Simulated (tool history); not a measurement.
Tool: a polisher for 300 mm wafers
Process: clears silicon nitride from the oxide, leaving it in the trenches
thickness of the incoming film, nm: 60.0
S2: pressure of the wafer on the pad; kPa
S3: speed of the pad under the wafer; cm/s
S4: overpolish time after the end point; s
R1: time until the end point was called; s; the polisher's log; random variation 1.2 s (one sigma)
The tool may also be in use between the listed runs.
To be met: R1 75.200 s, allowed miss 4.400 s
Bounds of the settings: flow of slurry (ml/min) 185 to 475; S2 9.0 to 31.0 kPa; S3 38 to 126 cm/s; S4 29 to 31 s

run 1 hour=0.0 | flow_of_slurry_(ml/min)=305 S2=20.0 S3=82 S4=29 | R1=91.005
run 2 hour=0.9 | flow_of_slurry_(ml/min)=360 S2=20.0 S3=82 S4=29 | R1=92.813
run 3 hour=1.6 | flow_of_slurry_(ml/min)=360 S2=21.4 S3=82 S4=29 | R1=88.584
run 4 hour=8.6 | flow_of_slurry_(ml/min)=360 S2=21.4 S3=82 S4=31 | R1=88.478
run 5 hour=10.6 | flow_of_slurry_(ml/min)=360 S2=22.8 S3=82 S4=31 | R1=85.002
run 6 hour=14.6 | flow_of_slurry_(ml/min)=360 S2=22.8 S3=102 S4=31 | R1=65.810
run 7 hour=19.0 | flow_of_slurry_(ml/min)=360 S2=22.1 S3=102 S4=31 | R1=66.540
run 8 hour=23.3 | flow_of_slurry_(ml/min)=360 S2=21.4 S3=102 S4=31 | R1=70.316

4 next moves are on the table. One of them brings every result within its allowed miss. Which?
run A hour=27.6 | flow_of_slurry_(ml/min)=325 S2=22.1 S3=108 S4=31 | R1=?
run B hour=27.6 | flow_of_slurry_(ml/min)=315 S2=24.8 S3=98 S4=31 | R1=?
run C hour=27.6 | flow_of_slurry_(ml/min)=385 S2=20.0 S3=112 S4=31 | R1=?
run D hour=27.6 | flow_of_slurry_(ml/min)=370 S2=22.1 S3=94 S4=31 | R1=?

move=A R1=65.879
move=B R1=65.422
move=C R1=68.508
move=D R1=74.790
A: further off than the last run
B: further off than the last run
C: further off than the last run
D: meets every target
The right move is D.
